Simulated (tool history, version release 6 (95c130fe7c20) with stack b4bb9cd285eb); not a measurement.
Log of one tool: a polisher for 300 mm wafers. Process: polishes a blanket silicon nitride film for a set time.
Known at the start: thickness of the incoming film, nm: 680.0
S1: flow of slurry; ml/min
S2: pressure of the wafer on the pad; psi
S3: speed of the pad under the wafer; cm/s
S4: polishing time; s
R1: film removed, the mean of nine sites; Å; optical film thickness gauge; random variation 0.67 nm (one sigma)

Run 1, hour 0.0: S1 265 ml/min, S2 4.1 psi, S3 104 cm/s, S4 24 s. Result: R1 502.24 Å.
Run 2, hour 6.4: S1 265 ml/min, S2 4.1 psi, S3 84 cm/s, S4 24 s. Result: R1 418.98 Å.
Run 3, hour 9.8: S1 265 ml/min, S2 4.1 psi, S3 84 cm/s, S4 21 s. Result: R1 359.98 Å.
Run 4, hour 10.8: S1 230 ml/min, S2 4.1 psi, S3 84 cm/s, S4 21 s. Result: R1 362.53 Å.
Run 5, hour 19.8: S1 230 ml/min, S2 4.4 psi, S3 84 cm/s, S4 21 s. Result: R1 392.96 Å.
At hour 27.5: head pressure recalibrated.
Run 6, hour 27.5: S1 230 ml/min, S2 4.4 psi, S3 84 cm/s, S4 21 s. Result: R1 373.25 Å.
Run 7, hour 34.1: S1 240 ml/min, S2 4.7 psi, S3 84 cm/s, S4 21 s. Result: R1 395.01 Å.
Run 8, hour 37.0: S1 240 ml/min, S2 4.9 psi, S3 86 cm/s, S4 21 s. Result: R1 412.01 Å.
Run 9, hour 41.5: S1 240 ml/min, S2 5.1 psi, S3 88 cm/s, S4 21 s. Result: R1 448.16 Å.
Run 10, hour 44.3: S1 240 ml/min, S2 5.3 psi, S3 88 cm/s, S4 21 s. Result: R1 458.67 Å.

The next listed run, before its measurement:
Run 11, hour 46.0: S1 240 ml/min, S2 5.4 psi, S3 88 cm/s, S4 21 s. Result: R1 ?.

R1: 465.98 Å

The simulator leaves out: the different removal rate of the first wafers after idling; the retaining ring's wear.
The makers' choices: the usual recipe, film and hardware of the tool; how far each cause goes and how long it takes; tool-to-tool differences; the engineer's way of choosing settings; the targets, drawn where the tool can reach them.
